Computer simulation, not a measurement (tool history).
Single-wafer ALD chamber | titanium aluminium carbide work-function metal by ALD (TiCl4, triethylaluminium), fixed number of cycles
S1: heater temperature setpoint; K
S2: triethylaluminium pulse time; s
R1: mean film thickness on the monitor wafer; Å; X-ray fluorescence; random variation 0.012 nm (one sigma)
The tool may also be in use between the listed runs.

run 1 day=0.000 | S1=598.15 S2=15.67 | R1=23.154
run 2 day=0.058 | S1=598.15 S2=17.86 | R1=23.119
run 3 day=0.117 | S1=598.15 S2=14.49 | R1=23.009
run 4 day=0.350 | S1=604.15 S2=14.49 | R1=23.566
run 5 day=0.454 | S1=595.15 S2=14.49 | R1=22.601
run 6 day=0.821 | S1=595.15 S2=16.07 | R1=22.861
run 7 day=0.950 | S1=591.15 S2=15.59 | R1=22.210
run 8 day=1.321 | S1=589.15 S2=15.43 | R1=22.024
run 9 day=1.375 | S1=587.15 S2=15.28 | R1=21.878
run 10 day=1.667 | S1=586.15 S2=15.15 | R1=21.663

The next listed run, before its measurement:
run 11 day=1.967 | S1=585.15 S2=15.06 | R1=?

{"run 11": {"R1": 21.563}}
